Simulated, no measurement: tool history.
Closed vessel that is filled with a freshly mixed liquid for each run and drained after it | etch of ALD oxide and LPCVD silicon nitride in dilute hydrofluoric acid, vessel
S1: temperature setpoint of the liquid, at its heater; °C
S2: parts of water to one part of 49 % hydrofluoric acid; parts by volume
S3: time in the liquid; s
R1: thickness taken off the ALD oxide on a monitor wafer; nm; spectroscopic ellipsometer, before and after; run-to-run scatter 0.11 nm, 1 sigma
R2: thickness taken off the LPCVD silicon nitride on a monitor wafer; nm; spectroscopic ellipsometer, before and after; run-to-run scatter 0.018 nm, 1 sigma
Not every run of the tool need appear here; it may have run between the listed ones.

Run 1, day 0.000: S1 24.0 °C, S2 140 parts by volume, S3 285 s. Result: R1 20.485 nm, R2 1.13610 nm.
Run 2, day 0.208: S1 23.5 °C, S2 145 parts by volume, S3 285 s. Result: R1 19.347 nm, R2 1.05830 nm.
Run 3, day 0.583: S1 23.0 °C, S2 150 parts by volume, S3 285 s. Result: R1 18.280 nm, R2 0.99206 nm.
Run 4, day 0.812: S1 22.5 °C, S2 150 parts by volume, S3 285 s. Result: R1 17.894 nm, R2 0.98883 nm.
Run 5, day 0.879: S1 26.0 °C, S2 150 parts by volume, S3 285 s. Result: R1 20.689 nm, R2 1.15350 nm.
Run 6, day 1.267: S1 26.0 °C, S2 170 parts by volume, S3 285 s. Result: R1 17.510 nm, R2 1.09330 nm.

The next listed run, before its measurement:
Run 7, day 1.417: S1 25.0 °C, S2 165 parts by volume, S3 280 s. Result: R1 ?, R2 ?.

For run 7 the tool returned R1 17.348 nm, R2 1.01620 nm.
